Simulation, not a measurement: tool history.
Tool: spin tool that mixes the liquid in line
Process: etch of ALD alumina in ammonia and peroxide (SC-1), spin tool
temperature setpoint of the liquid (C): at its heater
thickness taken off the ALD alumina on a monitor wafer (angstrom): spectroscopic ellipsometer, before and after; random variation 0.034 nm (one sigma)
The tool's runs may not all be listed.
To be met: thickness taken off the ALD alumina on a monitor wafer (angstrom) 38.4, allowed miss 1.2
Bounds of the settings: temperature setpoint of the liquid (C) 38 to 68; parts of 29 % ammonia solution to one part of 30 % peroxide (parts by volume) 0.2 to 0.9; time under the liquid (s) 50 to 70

run    day  temperature setpoint of the liquid (C)  parts of 29 % ammonia solution to one part of 30 % peroxide (parts by volume)  time under the liquid (s)  thickness taken off the ALD alumina on a monitor wafer (angstrom)
  1      0                                      52                                                                            0.5                         70                                                              27.57
  2  0.346                                      52                                                                           0.65                         70                                                             28.654
  3  0.517                                    52.5                                                                           0.65                         70                                                              28.95
  4  0.688                                    52.5                                                                            0.5                         70                                                             28.535
  5  0.762                                    52.5                                                                           0.65                         70                                                             29.007
  6  0.983                                      53                                                                           0.65                         70                                                              29.75
  7  1.033                                    53.5                                                                           0.65                         70                                                             30.971
     1.171  -- ammonia flow meter replaced
  8  1.171                                      54                                                                           0.65                         70                                                              31.53
  9  1.521                                    54.5                                                                           0.65                         70                                                             32.518

Which of these 4 next moves meets every target?
  A  1.871                                    59.5                                                                            0.5                         70                                                                  ?
  B  1.871                                      59                                                                           0.65                         70                                                                  ?
  C  1.871                                    64.5                                                                           0.65                         50                                                                  ?
  D  1.871                                      59                                                                            0.8                         70                                                                  ?

move  thickness taken off the ALD alumina on a monitor wafer (angstrom)
   A                                                             41.078
   B                                                             41.038
   C                                                             38.749
   D                                                             41.854
A: takes the result that was furthest off past its target
B: takes the result that was furthest off past its target
C: meets every target
D: takes the result that was furthest off past its target
Answer: C

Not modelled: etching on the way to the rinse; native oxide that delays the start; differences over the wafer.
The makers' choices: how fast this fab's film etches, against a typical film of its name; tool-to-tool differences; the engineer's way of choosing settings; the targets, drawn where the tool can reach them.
